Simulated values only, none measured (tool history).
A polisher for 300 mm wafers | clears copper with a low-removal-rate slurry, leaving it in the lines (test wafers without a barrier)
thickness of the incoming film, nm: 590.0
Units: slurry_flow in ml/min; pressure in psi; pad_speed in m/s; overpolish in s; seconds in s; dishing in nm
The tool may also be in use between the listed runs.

run,hour,slurry_flow,pressure,pad_speed,slurry_solids,overpolish,seconds,dishing
1,0.0,285,3.3,1.22,1.0,20,128.04,55.638
2,1.7,285,3.5,1.22,1.0,19,123.39,55.385
3,2.3,285,3.5,1.46,1.0,19,104.29,61.876
4,6.4,285,3.6,1.46,1.0,18,100.22,61.894
5,7.6,285,3.0,1.46,1.0,18,117.10,52.652
6,12.1,285,3.0,1.24,1.0,18,140.94,48.794

Forecast run 7:
7,12.6,285,3.0,1.24,1.0,18,?,?

{"run 7": {"seconds": 140.43, "dishing": 45.304}}
